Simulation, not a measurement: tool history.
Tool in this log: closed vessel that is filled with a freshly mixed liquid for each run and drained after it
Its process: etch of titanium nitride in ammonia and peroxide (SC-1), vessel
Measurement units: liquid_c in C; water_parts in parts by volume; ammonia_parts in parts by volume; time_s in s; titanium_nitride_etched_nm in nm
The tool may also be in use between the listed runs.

run	day	liquid_c	water_parts	ammonia_parts	time_s	titanium_nitride_etched_nm
1	0	62	9.5	0.9	30	5.743
2	0.333	62.5	9.5	0.9	30	5.9294
3	0.558	56	9.5	0.9	30	3.8794
4	0.712	56	11.5	0.9	30	3.5057
5	1.038	57.5	11.5	0.9	30	3.8722
6	1.325	57.5	11.5	0.9	30	3.8892
7	1.683	58.5	11.5	0.9	30	4.1364
8	1.742	59.5	11.5	0.9	30	4.4258

What will run 9 give?
9	2.079	66.5	11.5	0.9	30	?

{"run 9": {"titanium_nitride_etched_nm": 6.9336}}
